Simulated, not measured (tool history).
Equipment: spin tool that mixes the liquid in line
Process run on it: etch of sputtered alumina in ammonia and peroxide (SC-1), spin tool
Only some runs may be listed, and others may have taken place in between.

| run | hour | temperature setpoint of the liquid (K) | parts of 29 % ammonia solution to one part of 30 % peroxide (parts by volume) | time under the liquid (s) | thickness taken off the sputtered alumina on a monitor wafer (nm) |
|---|---|---|---|---|---|
| 1 | 0 | 335.15 | 0.6 | 270 | 21.407 |
| 2 | 4.7 | 330.15 | 0.6 | 270 | 16.653 |
| 3 | 13.6 | 329.15 | 0.6 | 270 | 15.711 |
| 4 | 21.5 | 329.15 | 0.6 | 290 | 16.88 |
| 5 | 28 | 328.15 | 0.6 | 290 | 16.035 |
| 6 | 33.2 | 328.15 | 0.6 | 290 | 15.974 |
| 7 | 38.1 | 327.15 | 0.6 | 290 | 15.285 |

Estimate the outcome of run 8 from the log above:
| 8 | 45.5 | 326.65 | 0.6 | 290 | ? |

Run 8 gave thickness taken off the sputtered alumina on a monitor wafer (nm) 14.804.
